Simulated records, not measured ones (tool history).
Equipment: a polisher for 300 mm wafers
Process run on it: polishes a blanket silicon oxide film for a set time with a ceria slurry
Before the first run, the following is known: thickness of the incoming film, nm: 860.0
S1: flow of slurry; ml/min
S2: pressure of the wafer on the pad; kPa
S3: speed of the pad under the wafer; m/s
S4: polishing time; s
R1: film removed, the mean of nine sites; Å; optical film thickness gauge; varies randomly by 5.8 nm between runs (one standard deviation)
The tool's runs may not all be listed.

run	hour	S1	S2	S3	S4	R1
1	0.0	230	23.4	1.20	75	3904.8
2	6.2	230	29.0	1.20	75	4873.3
3	9.7	185	29.0	1.20	75	4676.8
4	18.6	185	34.5	1.20	75	5621.7
5	20.4	195	35.2	1.20	75	5801.3
6	24.5	200	35.2	1.20	75	5755.4
7	26.6	205	35.2	1.20	75	5828.5
8	35.1	210	35.2	1.20	75	5717.0

For run 9, what comes out?
9	39.0	210	35.2	1.22	75	?

R1: 5859.9 Å
